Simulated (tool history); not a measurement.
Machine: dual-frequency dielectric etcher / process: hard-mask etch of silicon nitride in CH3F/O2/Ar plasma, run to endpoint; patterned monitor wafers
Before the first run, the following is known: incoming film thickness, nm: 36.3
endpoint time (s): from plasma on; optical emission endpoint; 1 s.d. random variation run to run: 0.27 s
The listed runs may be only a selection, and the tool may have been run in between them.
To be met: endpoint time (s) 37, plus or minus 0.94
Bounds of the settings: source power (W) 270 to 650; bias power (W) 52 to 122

{"run": 1, "day": 0.0, "source power (W)": 460, "bias power (W)": 87, "endpoint time (s)": 42.996}
{"run": 2, "day": 0.258, "source power (W)": 460, "bias power (W)": 71, "endpoint time (s)": 45.59}
{"run": 3, "day": 0.6, "source power (W)": 460, "bias power (W)": 61, "endpoint time (s)": 47.578}
{"run": 4, "day": 0.938, "source power (W)": 460, "bias power (W)": 52, "endpoint time (s)": 50.083}
{"run": 5, "day": 1.008, "source power (W)": 520, "bias power (W)": 63, "endpoint time (s)": 45.177}
{"run": 6, "day": 1.275, "source power (W)": 460, "bias power (W)": 63, "endpoint time (s)": 47.655}
{"run": 7, "day": 1.442, "source power (W)": 520, "bias power (W)": 70, "endpoint time (s)": 44.159}
{"run": 8, "day": 1.546, "source power (W)": 560, "bias power (W)": 77, "endpoint time (s)": 41.504}

Exactly one of the 4 candidate moves below puts every result within its allowed miss. Which one?
{"run": "A", "day": 1.65, "source power (W)": 650, "bias power (W)": 121, "endpoint time (s)": "?"}
{"run": "B", "day": 1.65, "source power (W)": 530, "bias power (W)": 55, "endpoint time (s)": "?"}
{"run": "C", "day": 1.65, "source power (W)": 650, "bias power (W)": 93, "endpoint time (s)": "?"}
{"run": "D", "day": 1.65, "source power (W)": 650, "bias power (W)": 113, "endpoint time (s)": "?"}

move=A endpoint_time_(s)=34.551
move=B endpoint_time_(s)=46.381
move=C endpoint_time_(s)=37.382
move=D endpoint_time_(s)=35.289
A: takes the result that was furthest off past its target
B: misses by more than the last run did
C: all results in spec
D: takes the result that was furthest off past its target
C is the move that brings every result within its allowed miss.

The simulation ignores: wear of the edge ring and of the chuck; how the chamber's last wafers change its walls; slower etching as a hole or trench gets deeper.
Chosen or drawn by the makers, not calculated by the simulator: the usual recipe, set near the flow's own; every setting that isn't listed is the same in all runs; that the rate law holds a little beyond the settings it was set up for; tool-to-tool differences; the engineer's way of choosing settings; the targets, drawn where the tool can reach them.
